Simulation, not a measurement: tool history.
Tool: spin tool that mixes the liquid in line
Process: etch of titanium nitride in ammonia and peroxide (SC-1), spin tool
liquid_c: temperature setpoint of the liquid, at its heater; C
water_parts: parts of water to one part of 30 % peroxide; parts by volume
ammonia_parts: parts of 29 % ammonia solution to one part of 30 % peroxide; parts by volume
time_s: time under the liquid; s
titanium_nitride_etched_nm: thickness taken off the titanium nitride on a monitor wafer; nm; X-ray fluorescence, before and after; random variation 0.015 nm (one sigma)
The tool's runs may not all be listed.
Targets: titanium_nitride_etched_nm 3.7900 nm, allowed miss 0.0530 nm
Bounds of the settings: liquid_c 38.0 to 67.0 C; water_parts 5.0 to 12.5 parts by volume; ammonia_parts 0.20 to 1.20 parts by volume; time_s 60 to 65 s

Run 1, hour 0.0: liquid_c 51.0 C, water_parts 7.0 parts by volume, ammonia_parts 0.80 parts by volume, time_s 60 s. Result: titanium_nitride_etched_nm 9.0284 nm.
Run 2, hour 8.9: liquid_c 51.0 C, water_parts 9.0 parts by volume, ammonia_parts 0.80 parts by volume, time_s 60 s. Result: titanium_nitride_etched_nm 7.9366 nm.
Run 3, hour 14.0: liquid_c 50.0 C, water_parts 9.0 parts by volume, ammonia_parts 0.80 parts by volume, time_s 60 s. Result: titanium_nitride_etched_nm 7.4154 nm.
Run 4, hour 14.9: liquid_c 49.0 C, water_parts 9.0 parts by volume, ammonia_parts 0.80 parts by volume, time_s 60 s. Result: titanium_nitride_etched_nm 6.9545 nm.
Run 5, hour 18.8: liquid_c 48.0 C, water_parts 9.0 parts by volume, ammonia_parts 0.80 parts by volume, time_s 60 s. Result: titanium_nitride_etched_nm 6.4632 nm.
Run 6, hour 20.2: liquid_c 47.0 C, water_parts 9.0 parts by volume, ammonia_parts 0.80 parts by volume, time_s 60 s. Result: titanium_nitride_etched_nm 6.0531 nm.
Run 7, hour 23.4: liquid_c 47.0 C, water_parts 9.0 parts by volume, ammonia_parts 0.80 parts by volume, time_s 60 s. Result: titanium_nitride_etched_nm 6.0029 nm.
Run 8, hour 28.1: liquid_c 46.5 C, water_parts 9.0 parts by volume, ammonia_parts 0.80 parts by volume, time_s 60 s. Result: titanium_nitride_etched_nm 5.8305 nm.
Run 9, hour 34.9: liquid_c 39.0 C, water_parts 9.0 parts by volume, ammonia_parts 0.80 parts by volume, time_s 60 s. Result: titanium_nitride_etched_nm 3.3834 nm.
Run 10, hour 43.5: liquid_c 40.0 C, water_parts 9.0 parts by volume, ammonia_parts 0.80 parts by volume, time_s 60 s. Result: titanium_nitride_etched_nm 3.6229 nm.

4 next moves are on the table. One of them brings every result within its allowed miss. Which?
Run A, hour 52.1: liquid_c 41.0 C, water_parts 9.5 parts by volume, ammonia_parts 0.80 parts by volume, time_s 60 s. Result: titanium_nitride_etched_nm ?.
Run B, hour 52.1: liquid_c 42.5 C, water_parts 9.5 parts by volume, ammonia_parts 0.35 parts by volume, time_s 60 s. Result: titanium_nitride_etched_nm ?.
Run C, hour 52.1: liquid_c 38.5 C, water_parts 8.5 parts by volume, ammonia_parts 0.85 parts by volume, time_s 65 s. Result: titanium_nitride_etched_nm ?.
Run D, hour 52.1: liquid_c 38.5 C, water_parts 7.0 parts by volume, ammonia_parts 0.80 parts by volume, time_s 60 s. Result: titanium_nitride_etched_nm ?.

move  titanium_nitride_etched_nm
   A                      3.8071
   B                      3.6913
   C                      3.6544
   D                      3.6733
A: meets every target
B: nearer than the last run, and not there yet
C: nearer than the last run, and not there yet
D: nearer than the last run, and not there yet
The right move is A.
